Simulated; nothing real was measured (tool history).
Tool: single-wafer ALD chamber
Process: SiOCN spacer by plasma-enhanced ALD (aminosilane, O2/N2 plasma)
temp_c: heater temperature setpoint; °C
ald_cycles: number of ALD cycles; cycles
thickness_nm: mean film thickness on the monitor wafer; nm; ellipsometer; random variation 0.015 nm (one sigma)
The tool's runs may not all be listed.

| run | day | temp_c | ald_cycles | thickness_nm |
|---|---|---|---|---|
| 1 | 0 | 375 | 95 | 5.5992 |
| 2 | 0.3 | 375 | 89 | 5.2446 |
| 3 | 0.571 | 381 | 89 | 5.2561 |
| 4 | 0.654 | 381 | 78 | 4.6161 |
| 5 | 0.933 | 381 | 86 | 5.0715 |
| 6 | 0.996 | 381 | 80 | 4.7254 |

Forecast run 7:
| 7 | 1.238 | 381 | 78 | ? |

thickness_nm: 4.6201 nm

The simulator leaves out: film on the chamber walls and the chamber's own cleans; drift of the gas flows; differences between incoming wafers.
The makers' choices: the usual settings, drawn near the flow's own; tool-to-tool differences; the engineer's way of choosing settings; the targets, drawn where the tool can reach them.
